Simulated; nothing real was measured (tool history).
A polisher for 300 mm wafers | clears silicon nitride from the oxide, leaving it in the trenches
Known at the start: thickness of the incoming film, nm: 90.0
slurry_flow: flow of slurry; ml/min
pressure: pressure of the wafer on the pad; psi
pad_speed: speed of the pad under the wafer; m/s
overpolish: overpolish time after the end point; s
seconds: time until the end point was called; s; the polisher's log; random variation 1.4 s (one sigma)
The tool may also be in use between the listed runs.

Run 1, day 0.000: slurry_flow 195 ml/min, pressure 3.0 psi, pad_speed 1.16 m/s, overpolish 20 s. Result: seconds 82.556 s.
Run 2, day 0.350: slurry_flow 195 ml/min, pressure 2.8 psi, pad_speed 1.16 m/s, overpolish 20 s. Result: seconds 87.091 s.
Run 3, day 0.425: slurry_flow 195 ml/min, pressure 2.6 psi, pad_speed 1.16 m/s, overpolish 20 s. Result: seconds 95.375 s.
Run 4, day 0.458: slurry_flow 195 ml/min, pressure 2.5 psi, pad_speed 1.16 m/s, overpolish 20 s. Result: seconds 98.987 s.
Run 5, day 0.529: slurry_flow 195 ml/min, pressure 3.1 psi, pad_speed 1.16 m/s, overpolish 20 s. Result: seconds 81.833 s.
Run 6, day 0.817: slurry_flow 195 ml/min, pressure 2.9 psi, pad_speed 1.16 m/s, overpolish 20 s. Result: seconds 84.654 s.
Run 7, day 1.000: slurry_flow 195 ml/min, pressure 2.8 psi, pad_speed 1.16 m/s, overpolish 20 s. Result: seconds 89.043 s.
Run 8, day 1.208: slurry_flow 195 ml/min, pressure 2.7 psi, pad_speed 1.16 m/s, overpolish 20 s. Result: seconds 90.662 s.
Run 9, day 1.562: slurry_flow 195 ml/min, pressure 2.6 psi, pad_speed 1.16 m/s, overpolish 20 s. Result: seconds 96.002 s.
Run 10, day 1.767: slurry_flow 195 ml/min, pressure 2.5 psi, pad_speed 1.16 m/s, overpolish 20 s. Result: seconds 99.994 s.

Forecast run 11:
Run 11, day 1.883: slurry_flow 195 ml/min, pressure 2.4 psi, pad_speed 1.16 m/s, overpolish 20 s. Result: seconds ?.

seconds: 104.480 s
